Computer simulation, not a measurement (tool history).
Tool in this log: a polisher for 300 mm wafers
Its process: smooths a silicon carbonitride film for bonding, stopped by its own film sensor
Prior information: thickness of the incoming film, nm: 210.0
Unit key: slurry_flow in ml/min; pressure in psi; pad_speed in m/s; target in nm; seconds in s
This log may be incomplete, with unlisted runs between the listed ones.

{"run": 1, "hour": 0.0, "slurry_flow": 245, "pressure": 1.8, "pad_speed": 1.08, "slurry_solids": 1, "target": 184, "seconds": 148.17}
{"run": 2, "hour": 5.3, "slurry_flow": 245, "pressure": 1.8, "pad_speed": 1.08, "slurry_solids": 1, "target": 184, "seconds": 153.73}
{"run": 3, "hour": 12.1, "slurry_flow": 245, "pressure": 1.8, "pad_speed": 1.34, "slurry_solids": 1, "target": 184, "seconds": 130.5}
{"run": 4, "hour": 14.9, "slurry_flow": 245, "pressure": 1.6, "pad_speed": 1.32, "slurry_solids": 1, "target": 184, "seconds": 151.37}
{"run": 5, "hour": 22.6, "slurry_flow": 245, "pressure": 1.5, "pad_speed": 1.3, "slurry_solids": 1, "target": 184, "seconds": 157.69}
{"run": 6, "hour": 26.7, "slurry_flow": 245, "pressure": 1.4, "pad_speed": 1.28, "slurry_solids": 1, "target": 184, "seconds": 171.39}
{"run": 7, "hour": 31.4, "slurry_flow": 245, "pressure": 1.3, "pad_speed": 1.26, "slurry_solids": 1, "target": 184, "seconds": 188.46}

Run 8 has not been measured yet. What should we expect?
{"run": 8, "hour": 36.0, "slurry_flow": 245, "pressure": 1.2, "pad_speed": 1.24, "slurry_solids": 1, "target": 184, "seconds": "?"}

Run 8 produced seconds 203 s.
